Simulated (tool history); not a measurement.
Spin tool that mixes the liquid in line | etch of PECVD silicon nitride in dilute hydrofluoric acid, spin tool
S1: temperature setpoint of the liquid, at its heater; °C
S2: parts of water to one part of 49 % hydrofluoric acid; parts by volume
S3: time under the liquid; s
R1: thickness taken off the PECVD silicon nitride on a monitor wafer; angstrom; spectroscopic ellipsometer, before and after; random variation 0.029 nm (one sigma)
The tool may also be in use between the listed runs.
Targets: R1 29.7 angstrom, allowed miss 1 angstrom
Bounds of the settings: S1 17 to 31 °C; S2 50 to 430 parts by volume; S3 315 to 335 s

run  hour  S1   S2   S3      R1
  1     0  23  240  315  71.941
  2   1.9  21  240  315  63.847
  3   7.6  21  320  315   47.63
  4  12.8  21  370  315  41.602
  5    15  18  370  315  34.778
  6  20.3  17  370  315  32.054
  7    25  17  375  315  31.583
  8  33.4  17  380  315  31.914
  9    36  17  385  315  31.347
 10  41.5  17  390  315  30.903

Which of these 5 next moves meets every target?
  A    47  18.5  425  320   ?
  B    47    18  390  315   ?
  C    47    17  405  320   ?
  D    47    17  400  330   ?
  E    47  17.5  380  315   ?

move      R1
   A   31.39
   B  32.495
   C  29.896
   D  31.194
   E  32.266
A: further off than the last run
B: further off than the last run
C: meets every target
D: further off than the last run
E: further off than the last run
Move C is the one to make.

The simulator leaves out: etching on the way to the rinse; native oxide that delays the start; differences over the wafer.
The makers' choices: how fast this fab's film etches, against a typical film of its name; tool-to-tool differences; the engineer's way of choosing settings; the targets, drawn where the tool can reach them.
